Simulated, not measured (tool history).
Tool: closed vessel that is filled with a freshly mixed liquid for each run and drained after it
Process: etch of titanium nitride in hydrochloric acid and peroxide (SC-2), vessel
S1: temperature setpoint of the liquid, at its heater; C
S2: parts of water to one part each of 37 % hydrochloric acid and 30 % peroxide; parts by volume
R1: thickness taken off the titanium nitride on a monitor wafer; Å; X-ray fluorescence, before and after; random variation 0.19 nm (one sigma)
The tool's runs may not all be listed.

run 1 hour=0.0 | S1=63.0 S2=8.0 time_in_the_liquid_(s)=410 | R1=176.75
run 2 hour=3.1 | S1=68.0 S2=8.0 time_in_the_liquid_(s)=410 | R1=242.81
run 3 hour=4.0 | S1=68.5 S2=8.0 time_in_the_liquid_(s)=410 | R1=248.50
run 4 hour=11.4 | S1=69.0 S2=8.0 time_in_the_liquid_(s)=410 | R1=257.56
run 5 hour=18.6 | S1=69.0 S2=8.0 time_in_the_liquid_(s)=315 | R1=194.77
run 6 hour=23.8 | S1=70.0 S2=7.5 time_in_the_liquid_(s)=315 | R1=221.55

Run 7 comes next. What will it give?
run 7 hour=30.5 | S1=70.5 S2=7.0 time_in_the_liquid_(s)=315 | R1=?

R1: 237.10 Å

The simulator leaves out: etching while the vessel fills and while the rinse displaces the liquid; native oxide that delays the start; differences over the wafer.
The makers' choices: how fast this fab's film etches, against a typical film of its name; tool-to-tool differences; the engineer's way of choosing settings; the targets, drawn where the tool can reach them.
